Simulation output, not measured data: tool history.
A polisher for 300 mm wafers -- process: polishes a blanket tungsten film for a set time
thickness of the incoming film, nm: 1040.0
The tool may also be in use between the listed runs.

run	hour	flow of slurry (ml/min)	pressure of the wafer on the pad (psi)	speed of the pad under the wafer (m/s)	abrasive content of the slurry	polishing time (s)	film removed (angstrom)
1	0.0	255	4.3	1.00	1.0	22	1346.9
2	7.8	255	4.8	1.00	1.0	22	1498.1
3	12.8	260	5.2	1.02	1.0	22	1658.5
4	20.0	260	6.3	1.02	1.0	22	1975.1
5	25.8	260	6.7	1.02	1.0	22	2103.0
6	32.5	265	6.7	1.06	1.0	22	2160.7
7	38.3	265	6.7	1.10	1.0	22	2203.3

For run 8, what comes out?
8	41.5	265	6.7	1.10	1.0	22	?

Run 8 yielded film removed (angstrom) 2231.3.
